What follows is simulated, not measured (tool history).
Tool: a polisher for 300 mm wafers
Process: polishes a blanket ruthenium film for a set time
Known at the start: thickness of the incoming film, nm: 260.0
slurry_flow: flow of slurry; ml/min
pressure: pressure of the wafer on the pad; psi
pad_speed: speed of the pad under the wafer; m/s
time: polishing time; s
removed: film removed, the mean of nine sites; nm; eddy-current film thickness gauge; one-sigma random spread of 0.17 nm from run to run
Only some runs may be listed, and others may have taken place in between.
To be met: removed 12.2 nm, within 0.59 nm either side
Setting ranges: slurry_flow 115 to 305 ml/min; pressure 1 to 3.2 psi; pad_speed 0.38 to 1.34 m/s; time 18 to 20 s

{"run": 1, "hour": 0.0, "slurry_flow": 195, "pressure": 2.1, "pad_speed": 0.86, "time": 20, "removed": 18.908}
{"run": 2, "hour": 0.7, "slurry_flow": 195, "pressure": 2, "pad_speed": 0.86, "time": 20, "removed": 18.142}
{"run": 3, "hour": 8.5, "slurry_flow": 240, "pressure": 2, "pad_speed": 0.86, "time": 20, "removed": 18.979}
{"run": 4, "hour": 16.9, "slurry_flow": 240, "pressure": 2, "pad_speed": 0.86, "time": 18, "removed": 16.747}
{"run": 5, "hour": 22.1, "slurry_flow": 260, "pressure": 2, "pad_speed": 0.86, "time": 18, "removed": 16.589}
{"run": 6, "hour": 23.3, "slurry_flow": 260, "pressure": 1.9, "pad_speed": 0.86, "time": 18, "removed": 16.182}
{"run": 7, "hour": 31.4, "slurry_flow": 260, "pressure": 1.9, "pad_speed": 0.86, "time": 18, "removed": 16.033}
{"run": 8, "hour": 32.7, "slurry_flow": 255, "pressure": 1.3, "pad_speed": 0.84, "time": 18, "removed": 10.754}

Of the 4 settings listed for the next run, only one would bring every result within its allowed miss of target. Which one?
{"run": "A", "hour": 34.0, "slurry_flow": 240, "pressure": 1.2, "pad_speed": 0.92, "time": 18, "removed": "?"}
{"run": "B", "hour": 34.0, "slurry_flow": 235, "pressure": 1.5, "pad_speed": 0.74, "time": 18, "removed": "?"}
{"run": "C", "hour": 34.0, "slurry_flow": 290, "pressure": 1.4, "pad_speed": 0.74, "time": 18, "removed": "?"}
{"run": "D", "hour": 34.0, "slurry_flow": 265, "pressure": 1.5, "pad_speed": 0.74, "time": 20, "removed": "?"}

move=A removed=10.795
move=B removed=10.794
move=C removed=10.298
move=D removed=12.128
A: no nearer and no further than the last run
B: no nearer and no further than the last run
C: lands further from the targets than the last run did
D: all results land within tolerance of their targets
So the answer is move D, the one that meets all the targets.
